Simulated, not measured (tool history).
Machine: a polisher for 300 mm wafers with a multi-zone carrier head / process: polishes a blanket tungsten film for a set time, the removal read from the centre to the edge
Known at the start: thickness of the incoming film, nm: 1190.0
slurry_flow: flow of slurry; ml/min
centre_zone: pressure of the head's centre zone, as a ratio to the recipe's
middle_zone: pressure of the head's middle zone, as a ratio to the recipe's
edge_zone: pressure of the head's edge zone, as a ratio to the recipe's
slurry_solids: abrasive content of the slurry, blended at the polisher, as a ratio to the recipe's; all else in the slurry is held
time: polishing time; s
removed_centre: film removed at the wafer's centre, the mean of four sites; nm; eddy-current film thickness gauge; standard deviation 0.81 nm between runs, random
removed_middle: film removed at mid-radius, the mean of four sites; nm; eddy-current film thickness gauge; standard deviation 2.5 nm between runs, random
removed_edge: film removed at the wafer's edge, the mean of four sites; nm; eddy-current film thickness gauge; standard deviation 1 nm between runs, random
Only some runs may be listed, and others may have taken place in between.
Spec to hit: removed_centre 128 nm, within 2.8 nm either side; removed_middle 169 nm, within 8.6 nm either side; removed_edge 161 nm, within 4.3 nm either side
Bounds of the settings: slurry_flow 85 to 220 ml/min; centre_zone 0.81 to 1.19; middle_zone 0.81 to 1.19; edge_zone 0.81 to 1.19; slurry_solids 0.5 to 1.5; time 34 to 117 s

{"run": 1, "day": 0.0, "slurry_flow": 140, "centre_zone": 1, "middle_zone": 1, "edge_zone": 1, "slurry_solids": 1, "time": 75, "removed_centre": 159.35, "removed_middle": 158.29, "removed_edge": 160.53}
{"run": 2, "day": 0.238, "slurry_flow": 135, "centre_zone": 0.98, "middle_zone": 1.02, "edge_zone": 1.01, "slurry_solids": 1, "time": 75, "removed_centre": 153.95, "removed_middle": 163.72, "removed_edge": 160.78}
{"run": 3, "day": 0.275, "slurry_flow": 135, "centre_zone": 0.98, "middle_zone": 0.94, "edge_zone": 1.01, "slurry_solids": 1, "time": 75, "removed_centre": 153.78, "removed_middle": 149.72, "removed_edge": 161.67}
{"run": 4, "day": 0.312, "slurry_flow": 135, "centre_zone": 0.98, "middle_zone": 0.94, "edge_zone": 1.01, "slurry_solids": 1, "time": 64, "removed_centre": 132.25, "removed_middle": 130.54, "removed_edge": 136.09}
{"run": 5, "day": 0.408, "slurry_flow": 135, "centre_zone": 0.98, "middle_zone": 0.94, "edge_zone": 1.01, "slurry_solids": 0.85, "time": 64, "removed_centre": 126.56, "removed_middle": 126.73, "removed_edge": 133.39}
{"run": 6, "day": 0.638, "slurry_flow": 140, "centre_zone": 0.97, "middle_zone": 0.96, "edge_zone": 1.03, "slurry_solids": 0.85, "time": 64, "removed_centre": 126.81, "removed_middle": 128.63, "removed_edge": 134.05}
{"run": 7, "day": 0.712, "slurry_flow": 140, "centre_zone": 0.95, "middle_zone": 0.98, "edge_zone": 1.04, "slurry_solids": 0.9, "time": 65, "removed_centre": 126.08, "removed_middle": 135.61, "removed_edge": 138.77}
{"run": 8, "day": 0.788, "slurry_flow": 145, "centre_zone": 0.94, "middle_zone": 0.99, "edge_zone": 1.06, "slurry_solids": 0.95, "time": 65, "removed_centre": 129.06, "removed_middle": 137.71, "removed_edge": 141.61}
{"run": 9, "day": 1.046, "slurry_flow": 145, "centre_zone": 0.93, "middle_zone": 1.01, "edge_zone": 1.07, "slurry_solids": 1, "time": 65, "removed_centre": 128.78, "removed_middle": 141.79, "removed_edge": 143.33}
{"run": 10, "day": 1.183, "slurry_flow": 145, "centre_zone": 0.92, "middle_zone": 1.02, "edge_zone": 1.08, "slurry_solids": 1.05, "time": 65, "removed_centre": 129.04, "removed_middle": 140.87, "removed_edge": 145.05}
{"run": 11, "day": 1.475, "slurry_flow": 145, "centre_zone": 0.91, "middle_zone": 1.04, "edge_zone": 1.09, "slurry_solids": 1.05, "time": 65, "removed_centre": 126.76, "removed_middle": 147.94, "removed_edge": 145.5}
{"run": 12, "day": 1.638, "slurry_flow": 145, "centre_zone": 0.9, "middle_zone": 1.05, "edge_zone": 1.1, "slurry_solids": 1.1, "time": 65, "removed_centre": 126.08, "removed_middle": 151.78, "removed_edge": 147.75}
{"run": 13, "day": 1.729, "slurry_flow": 145, "centre_zone": 0.9, "middle_zone": 1.06, "edge_zone": 1.11, "slurry_solids": 1.1, "time": 65, "removed_centre": 127.88, "removed_middle": 150.1, "removed_edge": 149.4}
{"run": 14, "day": 1.767, "slurry_flow": 160, "centre_zone": 0.82, "middle_zone": 1.16, "edge_zone": 1.16, "slurry_solids": 1.25, "time": 65, "removed_centre": 122.05, "removed_middle": 171.99, "removed_edge": 156.53}
{"run": 15, "day": 1.992, "slurry_flow": 160, "centre_zone": 0.82, "middle_zone": 1.15, "edge_zone": 1.16, "slurry_solids": 1.25, "time": 65, "removed_centre": 122.96, "removed_middle": 171.78, "removed_edge": 155.63}
{"run": 16, "day": 2.021, "slurry_flow": 160, "centre_zone": 0.82, "middle_zone": 1.15, "edge_zone": 1.16, "slurry_solids": 1.25, "time": 65, "removed_centre": 123.17, "removed_middle": 170.91, "removed_edge": 157.34}

Exercise: of the 5 proposed moves below, exactly one satisfies all targets within the stated allowed misses. Which move is it?
{"run": "A", "day": 2.05, "slurry_flow": 160, "centre_zone": 0.84, "middle_zone": 1.11, "edge_zone": 1.17, "slurry_solids": 1.5, "time": 63, "removed_centre": "?", "removed_middle": "?", "removed_edge": "?"}
{"run": "B", "day": 2.05, "slurry_flow": 130, "centre_zone": 0.92, "middle_zone": 1.06, "edge_zone": 1.19, "slurry_solids": 1.35, "time": 63, "removed_centre": "?", "removed_middle": "?", "removed_edge": "?"}
{"run": "C", "day": 2.05, "slurry_flow": 165, "centre_zone": 0.82, "middle_zone": 1.13, "edge_zone": 1.19, "slurry_solids": 1.2, "time": 66, "removed_centre": "?", "removed_middle": "?", "removed_edge": "?"}
{"run": "D", "day": 2.05, "slurry_flow": 140, "centre_zone": 0.81, "middle_zone": 1.19, "edge_zone": 1.02, "slurry_solids": 1.25, "time": 71, "removed_centre": "?", "removed_middle": "?", "removed_edge": "?"}
{"run": "E", "day": 2.05, "slurry_flow": 175, "centre_zone": 0.85, "middle_zone": 1.02, "edge_zone": 1.19, "slurry_solids": 1.2, "time": 65, "removed_centre": "?", "removed_middle": "?", "removed_edge": "?"}

move=A removed_centre=126.59 removed_middle=168.56 removed_edge=160.3
move=B removed_centre=128.62 removed_middle=151.07 removed_edge=152.54
move=C removed_centre=123.69 removed_middle=171.23 removed_edge=161.1
move=D removed_centre=127.81 removed_middle=188.07 removed_edge=161.21
move=E removed_centre=127.72 removed_middle=156.14 removed_edge=160.12
A: every result within its allowed miss
B: corrects the largest miss of the last run, while another result sits out of spec
C: nearer than the last run, and not there yet
D: corrects the largest miss of the last run, while another result sits out of spec
E: corrects the largest miss of the last run, while another result sits out of spec
The move that meets every target is A.
